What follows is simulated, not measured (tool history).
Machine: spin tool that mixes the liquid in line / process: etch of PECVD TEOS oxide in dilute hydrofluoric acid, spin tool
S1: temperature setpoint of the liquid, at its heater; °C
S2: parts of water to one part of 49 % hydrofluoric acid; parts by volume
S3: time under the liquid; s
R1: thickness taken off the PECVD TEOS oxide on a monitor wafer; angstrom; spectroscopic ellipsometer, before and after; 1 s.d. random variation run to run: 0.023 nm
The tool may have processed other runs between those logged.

run 1 hour=0.0 | S1=24.0 S2=75 S3=35 | R1=64.519
run 2 hour=4.0 | S1=24.0 S2=75 S3=35 | R1=64.198
run 3 hour=11.4 | S1=22.0 S2=75 S3=35 | R1=58.673
run 4 hour=13.5 | S1=25.5 S2=75 S3=35 | R1=68.635
run 5 hour=18.6 | S1=23.0 S2=80 S3=35 | R1=57.863
run 6 hour=27.5 | S1=21.0 S2=85 S3=35 | R1=49.111

Run 7 comes next. What will it give?
run 7 hour=35.0 | S1=20.0 S2=90 S3=35 | R1=?

{"run 7": {"R1": 44.608}}
